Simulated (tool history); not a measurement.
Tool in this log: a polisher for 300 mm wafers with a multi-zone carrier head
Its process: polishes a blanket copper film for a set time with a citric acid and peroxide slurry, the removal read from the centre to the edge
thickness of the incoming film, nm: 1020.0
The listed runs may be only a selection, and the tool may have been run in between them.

run,day,flow of slurry (ml/min),pressure of the head's centre zone,pressure of the head's middle zone,pressure of the head's edge zone,abrasive content of the slurry,polishing time (s),film removed at the wafer's centre (nm),film removed at mid-radius (nm),film removed at the wafer's edge (nm)
1,0.000,140,1.00,1.00,1.00,1.00,62,172.41,169.71,163.89
2,0.225,140,1.05,1.00,1.00,1.00,62,178.41,166.67,169.56
3,0.450,160,1.05,1.00,1.00,1.00,62,184.96,171.93,169.28
4,0.750,160,1.05,1.08,1.00,1.00,62,183.95,184.03,172.21
5,0.992,150,1.01,1.04,1.00,0.90,61,168.52,168.99,162.94
6,1.046,140,0.98,1.01,0.98,0.80,60,153.89,157.77,154.01
7,1.417,135,0.96,0.98,0.95,0.75,59,145.32,146.40,144.66
8,1.717,130,0.94,0.95,0.93,0.75,59,142.74,140.44,144.87
9,1.783,125,0.93,0.95,0.91,0.70,58,133.78,137.57,138.16
10,1.908,120,0.93,0.94,0.89,0.65,58,131.24,131.97,134.82
11,1.988,115,0.92,0.93,0.88,0.65,58,130.35,128.67,133.15

What will run 12 give?
12,2.104,110,0.91,0.93,0.87,0.65,58,?,?,?

Run 12 yielded film removed at the wafer's centre (nm) 126.32, film removed at mid-radius (nm) 128.03, film removed at the wafer's edge (nm) 130.35.
